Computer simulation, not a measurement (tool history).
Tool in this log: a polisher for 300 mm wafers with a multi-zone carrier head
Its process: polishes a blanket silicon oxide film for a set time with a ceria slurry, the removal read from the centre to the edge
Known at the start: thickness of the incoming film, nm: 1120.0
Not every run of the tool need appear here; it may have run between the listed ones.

run  hour  flow of slurry (ml/min)  pressure of the head's centre zone  pressure of the head's middle zone  pressure of the head's edge zone  polishing time (s)  film removed at the wafer's centre (angstrom)  film removed at mid-radius (angstrom)  film removed at the wafer's edge (angstrom)
  1   0.0                      160                                1.00                                1.00                              1.00                  70                                         4998.6                                 4615.3                                       4842.0
  2   8.3                      160                                1.00                                1.00                              1.07                  70                                         4840.1                                 4647.0                                       4989.7
  3   9.8                      185                                1.00                                1.00                              1.07                  70                                         4985.0                                 4782.0                                       5051.1
  4  11.1                      185                                1.00                                0.93                              1.07                  70                                         5006.5                                 4609.5                                       5032.9
  5  15.8                      185                                1.00                                0.93                              1.07                  81                                         5727.7                                 5319.4                                       5909.6
  6  22.1                      185                                1.00                                0.89                              1.07                  81                                         5850.2                                 5118.2                                       5797.6
  7  29.4                      185                                0.98                                0.90                              1.02                  73                                         5075.1                                 4641.0                                       5158.9
  8  31.3                      185                                0.99                                0.92                              0.99                  66                                         4732.1                                 4302.6                                       4575.3
  9  33.7                      185                                0.98                                0.92                              0.96                  61                                         4202.3                                 3984.5                                       4197.2
 10  37.2                      185                                0.99                                0.92                              0.93                  58                                         4087.5                                 3812.7                                       3924.1
 11  43.6                      180                                0.99                                0.92                              0.91                  57                                         3965.0                                 3585.9                                       3764.0
 12  46.0                      180                                0.99                                0.93                              0.89                  56                                         3926.1                                 3649.3                                       3699.8

Forecast run 13:
 13  50.8                      175                                0.99                                0.93                              0.87                  56                                              ?                                      ?                                            ?

{"run 13": {"film removed at the wafer's centre (angstrom)": 3855.2, "film removed at mid-radius (angstrom)": 3622.9, "film removed at the wafer's edge (angstrom)": 3629.8}}
